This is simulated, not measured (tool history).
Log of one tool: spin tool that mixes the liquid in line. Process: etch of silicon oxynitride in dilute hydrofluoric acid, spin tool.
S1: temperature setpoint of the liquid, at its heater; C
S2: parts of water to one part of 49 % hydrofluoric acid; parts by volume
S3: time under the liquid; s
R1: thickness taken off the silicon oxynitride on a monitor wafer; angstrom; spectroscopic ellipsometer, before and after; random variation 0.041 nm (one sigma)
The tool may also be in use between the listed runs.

run 1 hour=0 | S1=23 S2=125 S3=270 | R1=42.758
run 2 hour=3.1 | S1=21.5 S2=125 S3=270 | R1=39.34
run 3 hour=9.3 | S1=21 S2=125 S3=270 | R1=39.087
run 4 hour=11.6 | S1=21 S2=125 S3=270 | R1=38.992
run 5 hour=19 | S1=22.5 S2=125 S3=270 | R1=42.939
run 6 hour=25.8 | S1=22 S2=125 S3=270 | R1=41.786
run 7 hour=29.7 | S1=21.5 S2=125 S3=270 | R1=40.895
run 8 hour=31.6 | S1=21 S2=125 S3=270 | R1=39.607
run 9 hour=37.3 | S1=20.5 S2=125 S3=270 | R1=38.048

Forecast run 10:
run 10 hour=45.5 | S1=20 S2=125 S3=270 | R1=?

R1: 38.076 angstrom
